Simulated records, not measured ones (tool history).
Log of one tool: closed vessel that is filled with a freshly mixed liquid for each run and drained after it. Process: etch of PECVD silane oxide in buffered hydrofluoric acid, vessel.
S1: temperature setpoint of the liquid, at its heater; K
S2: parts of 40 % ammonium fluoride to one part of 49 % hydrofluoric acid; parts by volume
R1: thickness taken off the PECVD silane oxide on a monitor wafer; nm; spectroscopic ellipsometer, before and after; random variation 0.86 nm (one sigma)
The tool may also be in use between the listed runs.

run 1 hour=0 | S1=293.15 S2=21.5 time_in_the_liquid_(s)=95 | R1=67.627
run 2 hour=0.9 | S1=293.15 S2=21.5 time_in_the_liquid_(s)=100 | R1=72.176
run 3 hour=3.6 | S1=294.15 S2=21.5 time_in_the_liquid_(s)=100 | R1=75.137
run 4 hour=11.9 | S1=294.15 S2=27 time_in_the_liquid_(s)=100 | R1=65.978
run 5 hour=19.8 | S1=294.15 S2=27 time_in_the_liquid_(s)=95 | R1=62.608
run 6 hour=20.8 | S1=294.15 S2=27 time_in_the_liquid_(s)=95 | R1=62.728
run 7 hour=22.4 | S1=295.15 S2=26.5 time_in_the_liquid_(s)=95 | R1=67.468
run 8 hour=28.3 | S1=296.15 S2=26.5 time_in_the_liquid_(s)=95 | R1=69.654
run 9 hour=30.5 | S1=296.15 S2=26.5 time_in_the_liquid_(s)=95 | R1=70.456

Run 10 comes next. What will it give?
run 10 hour=36.5 | S1=297.15 S2=26.5 time_in_the_liquid_(s)=95 | R1=?

{"run 10": {"R1": 73.697}}
